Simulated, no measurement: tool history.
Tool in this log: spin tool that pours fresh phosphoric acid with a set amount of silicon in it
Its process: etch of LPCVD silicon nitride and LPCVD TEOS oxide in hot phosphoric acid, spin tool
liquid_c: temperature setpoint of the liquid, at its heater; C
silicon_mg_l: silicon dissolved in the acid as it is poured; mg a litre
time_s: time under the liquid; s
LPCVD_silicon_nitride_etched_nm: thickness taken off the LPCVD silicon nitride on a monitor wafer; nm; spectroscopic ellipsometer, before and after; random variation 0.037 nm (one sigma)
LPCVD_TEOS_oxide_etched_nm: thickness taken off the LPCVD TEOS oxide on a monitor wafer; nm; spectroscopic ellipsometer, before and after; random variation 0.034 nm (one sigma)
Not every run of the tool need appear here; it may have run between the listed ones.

run,day,liquid_c,silicon_mg_l,time_s,LPCVD_silicon_nitride_etched_nm,LPCVD_TEOS_oxide_etched_nm
1,0.000,159.0,13.0,180,12.9590,0.72825
2,0.033,159.0,9.5,155,11.0900,0.63129
3,0.371,159.0,7.0,135,9.6690,0.57727
4,0.479,159.0,5.0,125,9.0459,0.61645
5,0.758,159.0,11.5,125,8.9431,0.51288
6,1.054,159.0,8.5,115,8.2543,0.53068
7,1.217,159.0,6.5,110,7.8973,0.49958
8,1.304,159.0,5.0,105,7.4791,0.50822

For run 9, what comes out?
9,1.625,159.0,3.5,105,?,?

LPCVD_silicon_nitride_etched_nm: 7.4889 nm
LPCVD_TEOS_oxide_etched_nm: 0.52348 nm
